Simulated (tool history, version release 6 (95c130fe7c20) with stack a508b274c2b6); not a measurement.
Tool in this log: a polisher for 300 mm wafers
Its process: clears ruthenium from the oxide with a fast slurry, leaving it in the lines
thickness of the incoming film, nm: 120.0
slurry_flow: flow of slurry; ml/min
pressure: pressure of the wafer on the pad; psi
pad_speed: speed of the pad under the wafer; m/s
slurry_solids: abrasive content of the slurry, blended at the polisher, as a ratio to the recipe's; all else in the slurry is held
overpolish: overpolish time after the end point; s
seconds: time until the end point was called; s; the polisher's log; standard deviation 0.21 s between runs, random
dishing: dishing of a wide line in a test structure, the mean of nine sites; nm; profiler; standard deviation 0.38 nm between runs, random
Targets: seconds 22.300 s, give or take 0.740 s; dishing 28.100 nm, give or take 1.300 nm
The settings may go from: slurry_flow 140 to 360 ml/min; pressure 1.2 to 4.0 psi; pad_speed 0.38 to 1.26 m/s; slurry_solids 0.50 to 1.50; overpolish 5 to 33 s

run,hour,slurry_flow,pressure,pad_speed,slurry_solids,overpolish,seconds,dishing
1,0.0,230,2.6,0.82,1.00,17,32.106,30.500
2,4.5,190,2.6,0.82,1.00,17,32.714,29.570
3,8.4,195,2.8,0.82,1.00,15,30.344,28.922
4,13.5,200,3.0,0.82,1.00,14,28.630,29.824
5,22.3,200,3.2,0.82,1.00,12,26.374,27.947
6,31.0,200,3.2,0.82,0.90,12,28.542,27.017
7,37.3,200,3.4,0.82,0.90,12,26.237,28.453
8,39.4,205,3.5,0.82,0.90,11,25.360,27.451
9,44.4,205,3.6,0.82,0.90,11,24.733,27.887
10,47.6,220,3.9,0.82,0.90,9,22.588,26.724

5 candidate next runs follow, results not yet known. Just one meets every target within its allowed miss. Identify it.
A,50.8,215,4.0,0.82,1.00,12,?,?
B,50.8,205,3.5,0.88,0.95,10,?,?
C,50.8,210,3.6,0.92,0.85,13,?,?
D,50.8,170,4.0,0.90,0.85,10,?,?
E,50.8,220,4.0,0.82,0.95,12,?,?

move,seconds,dishing
A,21.066,30.693
B,23.554,27.094
C,23.391,30.414
D,22.179,27.873
E,21.527,30.449
A: the result that was furthest off in the last run now lies on the other side of its target
B: meets the target for the result that was furthest off, but another lies outside its allowed miss
C: the result that was furthest off in the last run now lies on the other side of its target
D: meets every target
E: the result that was furthest off in the last run now lies on the other side of its target
Move D is the one to make.
